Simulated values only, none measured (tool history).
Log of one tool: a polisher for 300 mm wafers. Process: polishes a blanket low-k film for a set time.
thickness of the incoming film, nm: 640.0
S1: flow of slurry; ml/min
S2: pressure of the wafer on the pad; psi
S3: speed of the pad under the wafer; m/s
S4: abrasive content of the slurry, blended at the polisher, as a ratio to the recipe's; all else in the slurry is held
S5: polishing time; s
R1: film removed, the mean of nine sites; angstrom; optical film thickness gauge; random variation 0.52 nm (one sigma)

run  hour   S1   S2    S3  S4   S5      R1
  1     0  305  2.2   1.1   1  117  485.11
  2   4.1  305  1.9   1.1   1  117  412.02
  3  10.6  305  1.9  1.36   1  117  479.54
  4  17.5  370  1.9  1.36   1  117  504.83
  5  20.5  365  1.8  1.36   1  117  465.59
  6  25.3  305  1.8  1.36   1  117  452.75
  7  33.8  300  1.7  1.36   1  117  442.23

Run 8 comes next. What will it give?
  8  40.3  300  1.6  1.36   1  117   ?

Run 8 gave R1 406.48 angstrom.
